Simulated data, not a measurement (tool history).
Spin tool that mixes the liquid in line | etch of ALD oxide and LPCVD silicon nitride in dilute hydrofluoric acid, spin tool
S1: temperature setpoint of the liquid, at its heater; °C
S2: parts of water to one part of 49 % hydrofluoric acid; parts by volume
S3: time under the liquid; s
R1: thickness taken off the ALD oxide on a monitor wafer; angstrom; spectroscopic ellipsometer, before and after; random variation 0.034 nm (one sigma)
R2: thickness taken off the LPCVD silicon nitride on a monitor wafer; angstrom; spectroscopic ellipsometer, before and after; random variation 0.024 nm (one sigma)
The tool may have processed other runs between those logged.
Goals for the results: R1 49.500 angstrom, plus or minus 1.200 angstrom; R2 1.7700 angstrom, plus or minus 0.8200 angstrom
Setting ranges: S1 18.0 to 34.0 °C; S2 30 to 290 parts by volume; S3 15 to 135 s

run  hour    S1   S2  S3      R1      R2
  1   0.0  26.0  160  70  72.529  2.2769
  2   3.1  26.0  160  40  41.603  1.5812
  3  11.7  24.5  160  40  38.846  1.8411
  4  16.2  24.5  160  55  54.057  1.6754
  5  23.4  27.5  160  55  61.113  2.4860
  6  28.0  27.0  160  55  59.281  2.3715
     36.5  -- hydrofluoric acid flow meter replaced
  7  36.5  26.5  160  55  52.221  2.3229
  8  44.8  26.0  160  55  51.194  1.5839

Exercise: of the 4 proposed moves below, exactly one satisfies all targets within the stated allowed misses. Which move is it?
  A  53.1  18.0  190  95   ?   ?
  B  53.1  29.0  195  65   ?   ?
  C  53.1  20.5  170  75   ?   ?
  D  53.1  22.5  200  80   ?   ?

move      R1      R2
   A  53.356  1.6728
   B  53.362  2.2490
   C  52.986  1.7372
   D  50.286  1.8002
A: further off than the last run
B: further off than the last run
C: further off than the last run
D: meets every target
D meets every target.

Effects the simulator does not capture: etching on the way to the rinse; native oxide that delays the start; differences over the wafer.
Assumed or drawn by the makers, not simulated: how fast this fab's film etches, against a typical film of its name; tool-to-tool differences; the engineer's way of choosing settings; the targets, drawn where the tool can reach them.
